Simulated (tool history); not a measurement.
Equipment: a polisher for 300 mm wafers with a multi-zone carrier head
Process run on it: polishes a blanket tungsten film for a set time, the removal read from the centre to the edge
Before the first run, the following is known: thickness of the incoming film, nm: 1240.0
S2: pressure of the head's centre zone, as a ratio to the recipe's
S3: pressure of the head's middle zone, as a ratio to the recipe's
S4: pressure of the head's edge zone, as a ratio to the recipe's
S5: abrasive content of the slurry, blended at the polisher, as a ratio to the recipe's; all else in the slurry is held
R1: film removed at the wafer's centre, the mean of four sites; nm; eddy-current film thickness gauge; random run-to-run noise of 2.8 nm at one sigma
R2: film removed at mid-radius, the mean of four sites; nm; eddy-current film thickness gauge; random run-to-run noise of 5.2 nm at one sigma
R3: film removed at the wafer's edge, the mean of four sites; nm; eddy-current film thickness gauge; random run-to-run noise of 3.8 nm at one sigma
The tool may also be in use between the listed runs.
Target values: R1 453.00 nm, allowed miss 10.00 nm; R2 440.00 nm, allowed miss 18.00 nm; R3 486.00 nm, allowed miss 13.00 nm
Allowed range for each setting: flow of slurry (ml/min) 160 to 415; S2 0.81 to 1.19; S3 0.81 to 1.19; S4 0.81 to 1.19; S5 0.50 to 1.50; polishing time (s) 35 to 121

run 1 hour=0.0 | flow_of_slurry_(ml/min)=265 S2=1.00 S3=1.00 S4=1.00 S5=1.00 polishing_time_(s)=78 | R1=333.92 R2=327.01 R3=337.86
run 2 hour=6.2 | flow_of_slurry_(ml/min)=330 S2=1.00 S3=1.00 S4=1.00 S5=1.00 polishing_time_(s)=78 | R1=347.44 R2=341.11 R3=346.86
run 3 hour=11.0 | flow_of_slurry_(ml/min)=330 S2=1.00 S3=0.95 S4=1.00 S5=1.00 polishing_time_(s)=78 | R1=344.26 R2=325.84 R3=348.49
run 4 hour=14.1 | flow_of_slurry_(ml/min)=330 S2=1.00 S3=0.96 S4=1.02 S5=1.10 polishing_time_(s)=80 | R1=361.43 R2=347.71 R3=364.44
run 5 hour=20.6 | flow_of_slurry_(ml/min)=330 S2=1.00 S3=0.96 S4=1.02 S5=1.10 polishing_time_(s)=68 | R1=310.68 R2=296.90 R3=313.34
run 6 hour=28.9 | flow_of_slurry_(ml/min)=325 S2=1.00 S3=0.96 S4=1.04 S5=1.15 polishing_time_(s)=72 | R1=332.77 R2=316.38 R3=337.31
run 7 hour=37.9 | flow_of_slurry_(ml/min)=320 S2=1.00 S3=0.96 S4=1.06 S5=1.20 polishing_time_(s)=75 | R1=346.46 R2=325.47 R3=358.41
run 8 hour=39.7 | flow_of_slurry_(ml/min)=315 S2=1.00 S3=0.97 S4=1.07 S5=1.25 polishing_time_(s)=77 | R1=361.12 R2=346.91 R3=370.55
run 9 hour=45.6 | flow_of_slurry_(ml/min)=315 S2=1.00 S3=0.97 S4=1.07 S5=1.25 polishing_time_(s)=77 | R1=359.53 R2=343.55 R3=371.29
run 10 hour=46.4 | flow_of_slurry_(ml/min)=315 S2=1.00 S3=0.97 S4=1.08 S5=1.30 polishing_time_(s)=79 | R1=372.34 R2=354.01 R3=393.19
run 11 hour=54.6 | flow_of_slurry_(ml/min)=340 S2=1.07 S3=1.07 S4=1.18 S5=1.50 polishing_time_(s)=87 | R1=464.01 R2=447.05 R3=464.96
run 12 hour=62.9 | flow_of_slurry_(ml/min)=335 S2=1.06 S3=1.06 S4=1.18 S5=1.50 polishing_time_(s)=87 | R1=456.99 R2=449.58 R3=463.92
run 13 hour=64.8 | flow_of_slurry_(ml/min)=335 S2=1.05 S3=1.05 S4=1.18 S5=1.50 polishing_time_(s)=87 | R1=448.88 R2=442.99 R3=470.73

Pick the move, out of 5, that brings all results within their allowed miss; only one does.
run A hour=66.7 | flow_of_slurry_(ml/min)=360 S2=1.02 S3=1.01 S4=1.19 S5=1.50 polishing_time_(s)=89 | R1=? R2=? R3=?
run B hour=66.7 | flow_of_slurry_(ml/min)=345 S2=1.03 S3=0.88 S4=1.19 S5=1.50 polishing_time_(s)=89 | R1=? R2=? R3=?
run C hour=66.7 | flow_of_slurry_(ml/min)=315 S2=1.09 S3=0.92 S4=1.19 S5=1.35 polishing_time_(s)=92 | R1=? R2=? R3=?
run D hour=66.7 | flow_of_slurry_(ml/min)=330 S2=1.08 S3=1.01 S4=1.19 S5=1.35 polishing_time_(s)=92 | R1=? R2=? R3=?
run E hour=66.7 | flow_of_slurry_(ml/min)=315 S2=1.08 S3=0.98 S4=1.18 S5=1.45 polishing_time_(s)=86 | R1=? R2=? R3=?

move=A R1=454.57 R2=450.48 R3=477.38
move=B R1=455.81 R2=399.20 R3=476.21
move=C R1=478.14 R2=410.74 R3=473.67
move=D R1=477.58 R2=447.24 R3=475.48
move=E R1=451.61 R2=412.70 R3=449.05
A: each result inside its tolerance
B: the worst result of the last run now meets its target, but another is out of spec
C: the worst result of the last run now meets its target, but another is out of spec
D: the worst result of the last run now meets its target, but another is out of spec
E: its largest miss is bigger than the last run's
The right move is A.
